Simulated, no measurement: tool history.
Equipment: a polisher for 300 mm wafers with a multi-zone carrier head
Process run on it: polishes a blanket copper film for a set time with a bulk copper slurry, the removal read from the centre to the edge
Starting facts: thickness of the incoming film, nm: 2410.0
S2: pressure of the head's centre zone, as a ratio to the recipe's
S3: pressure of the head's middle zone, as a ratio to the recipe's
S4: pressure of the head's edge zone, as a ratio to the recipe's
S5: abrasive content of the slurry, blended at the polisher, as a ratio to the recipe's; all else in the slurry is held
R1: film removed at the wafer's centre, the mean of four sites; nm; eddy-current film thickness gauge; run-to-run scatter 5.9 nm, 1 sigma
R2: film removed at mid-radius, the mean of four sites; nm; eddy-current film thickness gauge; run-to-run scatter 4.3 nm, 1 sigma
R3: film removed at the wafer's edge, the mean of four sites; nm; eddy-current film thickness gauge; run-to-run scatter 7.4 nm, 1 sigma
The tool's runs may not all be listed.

{"run": 1, "hour": 0.0, "flow of slurry (ml/min)": 200, "S2": 1, "S3": 1, "S4": 1, "S5": 1, "polishing time (s)": 86, "R1": 593.11, "R2": 628.15, "R3": 601.64}
{"run": 2, "hour": 9.0, "flow of slurry (ml/min)": 190, "S2": 0.99, "S3": 1, "S4": 0.96, "S5": 0.95, "polishing time (s)": 86, "R1": 577.31, "R2": 601.8, "R3": 594.9}
{"run": 3, "hour": 17.4, "flow of slurry (ml/min)": 190, "S2": 0.99, "S3": 0.97, "S4": 0.96, "S5": 0.95, "polishing time (s)": 86, "R1": 568.92, "R2": 588.02, "R3": 572.17}
{"run": 4, "hour": 19.7, "flow of slurry (ml/min)": 190, "S2": 1.03, "S3": 0.97, "S4": 0.96, "S5": 0.95, "polishing time (s)": 86, "R1": 604.46, "R2": 590.53, "R3": 584.39}
{"run": 5, "hour": 26.2, "flow of slurry (ml/min)": 190, "S2": 1.03, "S3": 0.97, "S4": 0.96, "S5": 0.95, "polishing time (s)": 66, "R1": 457.87, "R2": 449.62, "R3": 437.52}
{"run": 6, "hour": 27.1, "flow of slurry (ml/min)": 200, "S2": 1.05, "S3": 1.01, "S4": 1.02, "S5": 1, "polishing time (s)": 66, "R1": 481.81, "R2": 472.05, "R3": 463.47}

Run 7 is up next; what results do you expect?
{"run": 7, "hour": 28.0, "flow of slurry (ml/min)": 215, "S2": 1.05, "S3": 1.05, "S4": 1.04, "S5": 1.05, "polishing time (s)": 66, "R1": "?", "R2": "?", "R3": "?"}

{"run 7": {"R1": 488.43, "R2": 509.08, "R3": 466.16}}

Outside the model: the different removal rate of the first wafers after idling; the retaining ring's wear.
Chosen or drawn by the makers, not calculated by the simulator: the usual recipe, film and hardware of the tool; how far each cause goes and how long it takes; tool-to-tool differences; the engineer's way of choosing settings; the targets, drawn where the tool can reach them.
